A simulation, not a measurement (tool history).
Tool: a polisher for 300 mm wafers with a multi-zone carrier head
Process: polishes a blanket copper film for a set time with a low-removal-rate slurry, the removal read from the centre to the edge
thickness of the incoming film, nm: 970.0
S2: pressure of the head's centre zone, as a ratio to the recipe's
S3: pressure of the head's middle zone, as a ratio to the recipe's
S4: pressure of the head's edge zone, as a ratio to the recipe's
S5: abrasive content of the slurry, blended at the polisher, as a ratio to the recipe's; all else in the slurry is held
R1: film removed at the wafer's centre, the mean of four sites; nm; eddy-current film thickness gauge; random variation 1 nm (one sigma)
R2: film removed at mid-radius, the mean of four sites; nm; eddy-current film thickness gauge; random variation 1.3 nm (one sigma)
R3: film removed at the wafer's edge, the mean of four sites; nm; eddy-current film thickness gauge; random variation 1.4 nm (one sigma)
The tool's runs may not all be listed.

Run 1, day 0: flow of slurry (ml/min) 195, S2 1, S3 1, S4 1, S5 1, polishing time (s) 67. Result: R1 137.23 nm, R2 138.11 nm, R3 135.08 nm.
Run 2, day 0.208: flow of slurry (ml/min) 195, S2 1.07, S3 1, S4 1, S5 1, polishing time (s) 67. Result: R1 150.46 nm, R2 136.47 nm, R3 134.81 nm.
Run 3, day 0.358: flow of slurry (ml/min) 190, S2 1.06, S3 0.98, S4 1.01, S5 1, polishing time (s) 67. Result: R1 146.85 nm, R2 136.28 nm, R3 138.45 nm.
Run 4, day 0.521: flow of slurry (ml/min) 190, S2 1.06, S3 0.98, S4 1.08, S5 1, polishing time (s) 67. Result: R1 145.26 nm, R2 136.91 nm, R3 143.35 nm.
Run 5, day 0.729: flow of slurry (ml/min) 185, S2 1.05, S3 0.96, S4 1.08, S5 1, polishing time (s) 67. Result: R1 142.35 nm, R2 134.81 nm, R3 141.84 nm.
Run 6, day 1.054: flow of slurry (ml/min) 155, S2 1.05, S3 0.96, S4 1.08, S5 1, polishing time (s) 67. Result: R1 137.92 nm, R2 127.1 nm, R3 138.27 nm.
Run 7, day 1.254: flow of slurry (ml/min) 150, S2 1.04, S3 0.95, S4 1.09, S5 1, polishing time (s) 67. Result: R1 136.1 nm, R2 125.42 nm, R3 138.04 nm.
Run 8, day 1.417: flow of slurry (ml/min) 145, S2 1.03, S3 0.94, S4 1.1, S5 1, polishing time (s) 67. Result: R1 132.74 nm, R2 121.97 nm, R3 140.42 nm.
Run 9, day 1.483: flow of slurry (ml/min) 140, S2 1.03, S3 0.94, S4 1.1, S5 1, polishing time (s) 67. Result: R1 131.88 nm, R2 124.51 nm, R3 135.57 nm.
Run 10, day 1.508: flow of slurry (ml/min) 135, S2 1.03, S3 0.93, S4 1.11, S5 1, polishing time (s) 67. Result: R1 130.37 nm, R2 120.04 nm, R3 135.71 nm.

Forecast run 11:
Run 11, day 1.871: flow of slurry (ml/min) 115, S2 1, S3 0.91, S4 1.15, S5 1.05, polishing time (s) 67. Result: R1 ?, R2 ?, R3 ?.

Run 11 gave R1 121.97 nm, R2 113.65 nm, R3 133.96 nm.
